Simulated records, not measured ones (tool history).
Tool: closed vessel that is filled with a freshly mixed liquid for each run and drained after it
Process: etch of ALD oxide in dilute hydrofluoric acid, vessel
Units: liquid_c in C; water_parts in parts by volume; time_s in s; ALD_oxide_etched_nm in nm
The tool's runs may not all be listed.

run  hour  liquid_c  water_parts  time_s  ALD_oxide_etched_nm
  1     0        21           85      30               5.0283
  2   7.4        21           85      30               5.1376
  3  11.4        22           80      30               5.7238
  4  15.1      22.5           75      30               6.3289
  5  17.3      22.5           75      30               6.1941
  6    22      22.5          100      30               4.4837
  7  31.2        23           95      30               4.8827
  8  38.9        23           95      30               4.9712
  9  40.9      23.5           90      30               5.3638
 10  49.9        24           85      30               5.7772
 11  55.9      24.5           80      30               6.4027

Run 12 comes next. What will it give?
 12    62        25           75      30                    ?

{"run 12": {"ALD_oxide_etched_nm": 6.8673}}

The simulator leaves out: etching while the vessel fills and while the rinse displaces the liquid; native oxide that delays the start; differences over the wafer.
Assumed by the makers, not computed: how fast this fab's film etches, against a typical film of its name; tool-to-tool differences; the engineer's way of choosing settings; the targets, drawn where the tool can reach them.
